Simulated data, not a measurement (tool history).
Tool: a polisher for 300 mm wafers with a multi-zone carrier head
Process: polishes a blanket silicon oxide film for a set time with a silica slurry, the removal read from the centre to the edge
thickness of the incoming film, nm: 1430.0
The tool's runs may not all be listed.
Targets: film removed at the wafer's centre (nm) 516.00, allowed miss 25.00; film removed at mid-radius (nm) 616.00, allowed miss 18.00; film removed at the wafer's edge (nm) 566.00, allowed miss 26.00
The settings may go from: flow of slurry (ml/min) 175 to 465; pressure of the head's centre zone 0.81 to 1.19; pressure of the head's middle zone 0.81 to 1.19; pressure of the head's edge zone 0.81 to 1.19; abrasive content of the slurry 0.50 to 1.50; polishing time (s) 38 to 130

run  hour  flow of slurry (ml/min)  pressure of the head's centre zone  pressure of the head's middle zone  pressure of the head's edge zone  abrasive content of the slurry  polishing time (s)  film removed at the wafer's centre (nm)  film removed at mid-radius (nm)  film removed at the wafer's edge (nm)
  1   0.0                      295                                1.00                                1.00                              1.00                            1.00                  84                                   482.05                           483.36                                 457.25
  2   5.9                      295                                0.99                                1.02                              1.03                            1.05                  84                                   481.59                           505.39                                 475.52
  3  10.1                      300                                0.99                                1.04                              1.05                            1.10                  84                                   509.80                           535.38                                 490.60
  4  14.6                      300                                0.99                                1.12                              1.05                            1.10                  84                                   497.46                           556.56                                 488.53
  5  18.3                      300                                0.99                                1.16                              1.05                            1.10                  84                                   498.12                           587.42                                 482.48
  6  24.1                      300                                0.99                                1.16                              1.05                            0.95                  84                                   462.46                           531.60                                 443.84
  7  27.7                      300                                0.98                                1.15                              1.07                            1.00                  84                                   459.36                           537.79                                 463.17
  8  30.9                      300                                0.98                                1.15                              1.09                            1.05                  84                                   476.79                           553.81                                 482.07
  9  33.3                      305                                0.98                                1.15                              1.11                            1.10                  84                                   499.43                           585.29                                 503.50
 10  35.2                      310                                0.97                                1.14                              1.12                            1.10                  84                                   492.29                           578.18                                 508.12
 11  40.2                      315                                0.97                                1.14                              1.13                            1.10                  84                                   490.62                           573.81                                 510.70
 12  41.4                      315                                0.97                                1.14                              1.14                            1.10                  84                                   493.63                           570.17                                 502.58
 13  48.6                      310                                0.96                                1.13                              1.15                            1.15                  84                                   500.67                           581.76                                 527.58

4 next moves are on the table. One of them brings every result within its allowed miss. Which?
  A  55.8                      260                                0.89                                0.98                              1.19                            1.20                  88                                        ?                                ?                                      ?
  B  55.8                      245                                0.88                                0.86                              1.19                            1.20                  97                                        ?                                ?                                      ?
  C  55.8                      310                                1.00                                1.13                              1.08                            1.10                  85                                        ?                                ?                                      ?
  D  55.8                      335                                0.94                                1.12                              1.19                            0.90                 104                                        ?                                ?                                      ?

move  film removed at the wafer's centre (nm)  film removed at mid-radius (nm)  film removed at the wafer's edge (nm)
   A                                   485.12                           542.55                                 569.99
   B                                   524.94                           533.42                                 626.60
   C                                   511.22                           572.10                                 504.97
   D                                   517.74                           611.75                                 569.87
A: further off than the last run
B: further off than the last run
C: further off than the last run
D: meets every target
Answer: D
